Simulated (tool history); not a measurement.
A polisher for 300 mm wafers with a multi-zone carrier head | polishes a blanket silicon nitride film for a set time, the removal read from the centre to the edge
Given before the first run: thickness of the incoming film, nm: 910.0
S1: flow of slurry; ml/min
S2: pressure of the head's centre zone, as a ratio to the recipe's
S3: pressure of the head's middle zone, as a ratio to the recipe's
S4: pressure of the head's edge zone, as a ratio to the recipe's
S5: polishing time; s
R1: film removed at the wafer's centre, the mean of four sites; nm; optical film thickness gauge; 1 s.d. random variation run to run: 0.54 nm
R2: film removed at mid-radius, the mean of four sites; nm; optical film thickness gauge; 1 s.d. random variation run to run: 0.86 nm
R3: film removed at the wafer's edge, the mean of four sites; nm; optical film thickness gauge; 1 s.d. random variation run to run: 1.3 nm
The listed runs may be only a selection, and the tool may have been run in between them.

{"run": 1, "hour": 0.0, "S1": 150, "S2": 1, "S3": 1, "S4": 1, "S5": 82, "R1": 98.038, "R2": 100.52, "R3": 99.879}
{"run": 2, "hour": 5.3, "S1": 150, "S2": 1, "S3": 1, "S4": 1, "S5": 91, "R1": 108.86, "R2": 111.33, "R3": 109.69}
{"run": 3, "hour": 7.2, "S1": 140, "S2": 0.98, "S3": 0.98, "S4": 0.97, "S5": 90, "R1": 104.13, "R2": 107.12, "R3": 107.08}
{"run": 4, "hour": 9.5, "S1": 135, "S2": 0.96, "S3": 0.97, "S4": 0.94, "S5": 89, "R1": 101.4, "R2": 104.44, "R3": 102.1}
{"run": 5, "hour": 15.5, "S1": 135, "S2": 0.99, "S3": 0.97, "S4": 0.94, "S5": 89, "R1": 104.04, "R2": 102.86, "R3": 102.2}
{"run": 6, "hour": 19.2, "S1": 125, "S2": 0.97, "S3": 0.96, "S4": 0.93, "S5": 88, "R1": 98.543, "R2": 100.87, "R3": 101.47}

What does the tool deliver on the next run?
{"run": 7, "hour": 25.8, "S1": 125, "S2": 0.97, "S3": 0.96, "S4": 0.93, "S5": 88, "R1": "?", "R2": "?", "R3": "?"}

Run 7 came out at R1 99.385 nm, R2 100.37 nm, R3 98.948 nm.
